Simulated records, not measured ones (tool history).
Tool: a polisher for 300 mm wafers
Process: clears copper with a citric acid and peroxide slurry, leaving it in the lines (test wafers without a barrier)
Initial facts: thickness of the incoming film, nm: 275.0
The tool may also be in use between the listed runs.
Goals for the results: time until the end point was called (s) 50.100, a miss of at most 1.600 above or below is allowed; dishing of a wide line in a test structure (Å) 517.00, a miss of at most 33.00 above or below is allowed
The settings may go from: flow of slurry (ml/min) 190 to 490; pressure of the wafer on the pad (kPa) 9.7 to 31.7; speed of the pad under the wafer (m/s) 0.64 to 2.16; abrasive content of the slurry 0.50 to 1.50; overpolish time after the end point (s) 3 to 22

run,hour,flow of slurry (ml/min),pressure of the wafer on the pad (kPa),speed of the pad under the wafer (m/s),abrasive content of the slurry,overpolish time after the end point (s),time until the end point was called (s),dishing of a wide line in a test structure (Å)
1,0.0,315,20.7,1.40,1.00,11,82.239,257.65
2,6.3,315,20.7,1.40,1.00,15,81.107,334.93
3,14.8,315,20.7,1.40,1.15,15,79.768,341.73
4,16.7,315,20.7,1.12,1.15,15,98.589,282.48
5,24.1,315,20.7,1.12,1.05,15,99.306,278.18
6,26.7,315,24.1,1.18,1.05,15,83.892,335.72
7,29.7,320,26.9,1.28,1.05,15,69.016,381.36
8,32.5,320,28.3,1.34,1.05,15,61.777,404.43
9,35.5,320,29.6,1.36,1.05,15,58.841,434.90
10,37.3,320,29.6,1.36,1.05,15,58.321,428.10
11,45.6,320,30.3,1.40,1.05,15,55.688,460.27
12,51.1,320,31.0,1.42,1.05,15,54.637,479.59
13,57.8,325,31.0,1.44,1.05,15,52.725,470.45
14,59.2,325,31.0,1.46,1.05,15,51.822,466.62

Pick the move, out of 5, that brings all results within their allowed miss; only one does.
A,60.6,420,28.3,1.64,0.90,12,?,?
B,60.6,380,31.0,1.48,0.80,12,?,?
C,60.6,310,31.7,1.48,1.10,19,?,?
D,60.6,350,27.6,1.52,1.20,21,?,?
E,60.6,285,31.7,1.52,0.95,16,?,?

move,time until the end point was called (s),dishing of a wide line in a test structure (Å)
A,50.267,398.98
B,52.186,388.45
C,49.010,577.31
D,53.264,579.58
E,49.500,506.52
A: misses by more than the last run did
B: misses by more than the last run did
C: the result that was furthest off in the last run now lies on the other side of its target
D: the result that was furthest off in the last run now lies on the other side of its target
E: meets every target
Correct choice: E, which meets every target
